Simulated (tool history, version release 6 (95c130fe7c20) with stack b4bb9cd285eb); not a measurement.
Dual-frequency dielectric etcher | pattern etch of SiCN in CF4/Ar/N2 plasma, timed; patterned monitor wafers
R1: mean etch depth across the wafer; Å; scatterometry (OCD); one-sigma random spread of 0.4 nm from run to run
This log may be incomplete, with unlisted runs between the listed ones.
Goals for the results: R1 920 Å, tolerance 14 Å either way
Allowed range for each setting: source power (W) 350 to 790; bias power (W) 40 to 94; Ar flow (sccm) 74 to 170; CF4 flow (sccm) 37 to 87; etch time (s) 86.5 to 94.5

{"run": 1, "hour": 0.0, "source power (W)": 570, "bias power (W)": 67, "Ar flow (sccm)": 122, "CF4 flow (sccm)": 62, "etch time (s)": 94.5, "R1": 1011.9}
{"run": 2, "hour": 2.4, "source power (W)": 550, "bias power (W)": 67, "Ar flow (sccm)": 122, "CF4 flow (sccm)": 62, "etch time (s)": 94.5, "R1": 979.63}
{"run": 3, "hour": 10.6, "source power (W)": 540, "bias power (W)": 67, "Ar flow (sccm)": 122, "CF4 flow (sccm)": 62, "etch time (s)": 94.5, "R1": 964.63}
{"run": 4, "hour": 16.5, "source power (W)": 530, "bias power (W)": 67, "Ar flow (sccm)": 122, "CF4 flow (sccm)": 62, "etch time (s)": 94.5, "R1": 942.26}
{"run": 5, "hour": 22.9, "source power (W)": 600, "bias power (W)": 67, "Ar flow (sccm)": 122, "CF4 flow (sccm)": 62, "etch time (s)": 94.5, "R1": 1054.8}
{"run": 6, "hour": 25.9, "source power (W)": 600, "bias power (W)": 67, "Ar flow (sccm)": 113, "CF4 flow (sccm)": 62, "etch time (s)": 94.5, "R1": 1059.1}
{"run": 7, "hour": 26.6, "source power (W)": 570, "bias power (W)": 67, "Ar flow (sccm)": 113, "CF4 flow (sccm)": 62, "etch time (s)": 94.5, "R1": 1023.8}
{"run": 8, "hour": 35.5, "source power (W)": 550, "bias power (W)": 67, "Ar flow (sccm)": 113, "CF4 flow (sccm)": 62, "etch time (s)": 94.5, "R1": 1000}
{"run": 9, "hour": 39.5, "source power (W)": 480, "bias power (W)": 67, "Ar flow (sccm)": 113, "CF4 flow (sccm)": 62, "etch time (s)": 94.5, "R1": 891.48}
{"run": 10, "hour": 41.0, "source power (W)": 490, "bias power (W)": 67, "Ar flow (sccm)": 113, "CF4 flow (sccm)": 62, "etch time (s)": 94.5, "R1": 900.73}

Pick the move, out of 4, that brings all results within their allowed miss; only one does.
{"run": "A", "hour": 42.5, "source power (W)": 480, "bias power (W)": 71, "Ar flow (sccm)": 110, "CF4 flow (sccm)": 68, "etch time (s)": 94.5, "R1": "?"}
{"run": "B", "hour": 42.5, "source power (W)": 510, "bias power (W)": 68, "Ar flow (sccm)": 115, "CF4 flow (sccm)": 68, "etch time (s)": 87.5, "R1": "?"}
{"run": "C", "hour": 42.5, "source power (W)": 550, "bias power (W)": 69, "Ar flow (sccm)": 126, "CF4 flow (sccm)": 44, "etch time (s)": 92.5, "R1": "?"}
{"run": "D", "hour": 42.5, "source power (W)": 490, "bias power (W)": 70, "Ar flow (sccm)": 114, "CF4 flow (sccm)": 54, "etch time (s)": 93.5, "R1": "?"}

move=A R1=917.12
move=B R1=876.04
move=C R1=868.98
move=D R1=864.71
A: hits every target within its allowed miss
B: moves away from the targets compared with the last run
C: moves away from the targets compared with the last run
D: moves away from the targets compared with the last run
The right move is A.
